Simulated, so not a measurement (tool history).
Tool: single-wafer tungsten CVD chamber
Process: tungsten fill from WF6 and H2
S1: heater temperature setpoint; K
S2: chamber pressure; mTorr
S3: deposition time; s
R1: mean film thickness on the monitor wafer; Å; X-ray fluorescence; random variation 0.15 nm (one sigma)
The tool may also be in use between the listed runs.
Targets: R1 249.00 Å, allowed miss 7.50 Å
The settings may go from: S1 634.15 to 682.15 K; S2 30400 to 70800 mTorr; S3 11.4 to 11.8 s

run,hour,S1,S2,S3,R1
1,0.0,658.15,50600,11.4,336.24
2,5.5,658.15,50600,11.8,351.02
3,13.3,656.15,50400,11.8,341.54
4,18.5,653.15,50100,11.8,315.46
5,24.1,653.15,43500,11.8,291.29
6,28.1,652.15,43400,11.8,288.53
7,35.5,651.15,43300,11.8,284.07
8,44.2,650.15,43200,11.8,276.60
9,52.7,650.15,43200,11.8,277.49
10,54.0,649.15,43100,11.8,270.13
11,56.3,648.15,43100,11.8,265.91

5 next moves are on the table. One of them brings every result within its allowed miss. Which?
A,58.6,646.15,42200,11.6,?
B,58.6,656.15,36600,11.4,?
C,58.6,655.15,41000,11.8,?
D,58.6,647.15,48600,11.4,?
E,58.6,650.15,43100,11.4,?

move,R1
A,247.43
B,270.22
C,293.84
D,268.35
E,265.81
A: meets every target
B: further off than the last run
C: further off than the last run
D: further off than the last run
E: as far off as the last run
The right move is A.

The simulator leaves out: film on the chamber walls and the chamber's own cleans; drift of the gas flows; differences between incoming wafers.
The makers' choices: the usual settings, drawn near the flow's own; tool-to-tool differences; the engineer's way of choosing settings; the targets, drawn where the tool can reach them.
